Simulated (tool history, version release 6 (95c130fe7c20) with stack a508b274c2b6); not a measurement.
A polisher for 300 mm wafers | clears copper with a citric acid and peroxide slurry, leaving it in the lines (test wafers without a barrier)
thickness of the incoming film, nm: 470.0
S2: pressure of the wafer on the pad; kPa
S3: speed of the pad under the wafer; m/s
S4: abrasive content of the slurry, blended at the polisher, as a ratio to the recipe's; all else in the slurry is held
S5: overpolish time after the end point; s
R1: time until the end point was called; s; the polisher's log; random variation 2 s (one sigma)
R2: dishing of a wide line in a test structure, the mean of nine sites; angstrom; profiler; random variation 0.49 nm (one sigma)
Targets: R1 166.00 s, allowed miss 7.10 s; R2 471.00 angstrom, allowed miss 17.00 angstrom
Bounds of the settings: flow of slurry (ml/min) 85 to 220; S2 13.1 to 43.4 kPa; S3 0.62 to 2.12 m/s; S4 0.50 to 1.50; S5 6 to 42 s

Run 1, hour 0.0: flow of slurry (ml/min) 140, S2 28.3 kPa, S3 1.36 m/s, S4 1.00, S5 21 s. Result: R1 136.41 s, R2 464.77 angstrom.
Run 2, hour 1.1: flow of slurry (ml/min) 140, S2 28.3 kPa, S3 1.02 m/s, S4 1.00, S5 21 s. Result: R1 182.35 s, R2 365.81 angstrom.
Run 3, hour 8.3: flow of slurry (ml/min) 140, S2 28.3 kPa, S3 1.02 m/s, S4 1.00, S5 24 s. Result: R1 176.64 s, R2 407.82 angstrom.
Run 4, hour 12.8: flow of slurry (ml/min) 145, S2 28.3 kPa, S3 1.02 m/s, S4 1.00, S5 25 s. Result: R1 176.25 s, R2 408.98 angstrom.
Run 5, hour 18.7: flow of slurry (ml/min) 145, S2 23.4 kPa, S3 1.02 m/s, S4 1.00, S5 25 s. Result: R1 211.40 s, R2 354.23 angstrom.
Run 6, hour 23.1: flow of slurry (ml/min) 145, S2 23.4 kPa, S3 1.02 m/s, S4 0.90, S5 25 s. Result: R1 218.07 s, R2 346.79 angstrom.
Run 7, hour 31.4: flow of slurry (ml/min) 145, S2 25.5 kPa, S3 1.02 m/s, S4 0.90, S5 26 s. Result: R1 205.16 s, R2 391.83 angstrom.
Run 8, hour 32.5: flow of slurry (ml/min) 150, S2 26.9 kPa, S3 1.02 m/s, S4 0.90, S5 26 s. Result: R1 192.45 s, R2 411.89 angstrom.
Run 9, hour 34.4: flow of slurry (ml/min) 155, S2 28.3 kPa, S3 1.02 m/s, S4 0.90, S5 26 s. Result: R1 184.47 s, R2 420.72 angstrom.
Run 10, hour 43.1: flow of slurry (ml/min) 155, S2 29.0 kPa, S3 1.02 m/s, S4 0.90, S5 26 s. Result: R1 180.83 s, R2 440.62 angstrom.
Run 11, hour 47.5: flow of slurry (ml/min) 155, S2 29.6 kPa, S3 1.02 m/s, S4 0.90, S5 26 s. Result: R1 172.99 s, R2 441.70 angstrom.

5 next moves are on the table. One of them brings every result within its allowed miss. Which?
Run A, hour 51.9: flow of slurry (ml/min) 135, S2 31.0 kPa, S3 1.20 m/s, S4 0.80, S5 23 s. Result: R1 ?, R2 ?.
Run B, hour 51.9: flow of slurry (ml/min) 170, S2 30.3 kPa, S3 0.90 m/s, S4 0.85, S5 29 s. Result: R1 ?, R2 ?.
Run C, hour 51.9: flow of slurry (ml/min) 155, S2 31.0 kPa, S3 0.96 m/s, S4 0.80, S5 27 s. Result: R1 ?, R2 ?.
Run D, hour 51.9: flow of slurry (ml/min) 140, S2 27.6 kPa, S3 1.08 m/s, S4 0.80, S5 31 s. Result: R1 ?, R2 ?.
Run E, hour 51.9: flow of slurry (ml/min) 135, S2 33.8 kPa, S3 1.04 m/s, S4 0.65, S5 26 s. Result: R1 ?, R2 ?.

move      R1      R2
   A  151.97  467.52
   B  195.52  459.50
   C  184.77  454.43
   D  187.56  498.13
   E  168.99  476.37
A: brings the result that was furthest off to its target, and leaves another outside
B: brings the result that was furthest off to its target, and leaves another outside
C: brings the result that was furthest off to its target, and leaves another outside
D: takes the result that was furthest off past its target
E: meets every target
The right move is E.

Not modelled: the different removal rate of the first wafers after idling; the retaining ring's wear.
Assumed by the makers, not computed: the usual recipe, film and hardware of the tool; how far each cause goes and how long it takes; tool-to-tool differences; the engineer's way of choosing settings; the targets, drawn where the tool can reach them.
